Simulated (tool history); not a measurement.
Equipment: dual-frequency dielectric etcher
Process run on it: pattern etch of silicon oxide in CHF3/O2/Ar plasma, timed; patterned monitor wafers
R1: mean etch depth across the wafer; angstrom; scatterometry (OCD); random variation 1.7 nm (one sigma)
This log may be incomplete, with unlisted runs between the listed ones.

run 1 day=0 | source_power_(kW)=0.88 bias_power_(kW)=0.216 etch_time_(s)=332 | R1=8161.5
run 2 day=0.321 | source_power_(kW)=0.88 bias_power_(kW)=0.182 etch_time_(s)=332 | R1=7384.8
run 3 day=0.6 | source_power_(kW)=0.88 bias_power_(kW)=0.202 etch_time_(s)=332 | R1=7830.2
run 4 day=0.629 | source_power_(kW)=0.87 bias_power_(kW)=0.202 etch_time_(s)=332 | R1=7772
run 5 day=0.825 | source_power_(kW)=0.87 bias_power_(kW)=0.202 etch_time_(s)=332 | R1=7823.4
run 6 day=1.062 | source_power_(kW)=0.87 bias_power_(kW)=0.215 etch_time_(s)=332 | R1=8042
run 7 day=1.117 | source_power_(kW)=0.85 bias_power_(kW)=0.215 etch_time_(s)=332 | R1=7939.3
run 8 day=1.404 | source_power_(kW)=0.84 bias_power_(kW)=0.215 etch_time_(s)=332 | R1=7897.8
run 9 day=1.646 | source_power_(kW)=0.83 bias_power_(kW)=0.215 etch_time_(s)=332 | R1=7877.5
run 10 day=1.804 | source_power_(kW)=0.82 bias_power_(kW)=0.215 etch_time_(s)=332 | R1=7808.1

Run 11 comes next. What will it give?
run 11 day=2.15 | source_power_(kW)=0.81 bias_power_(kW)=0.215 etch_time_(s)=332 | R1=?

Run 11 came out at R1 7743.5 angstrom.
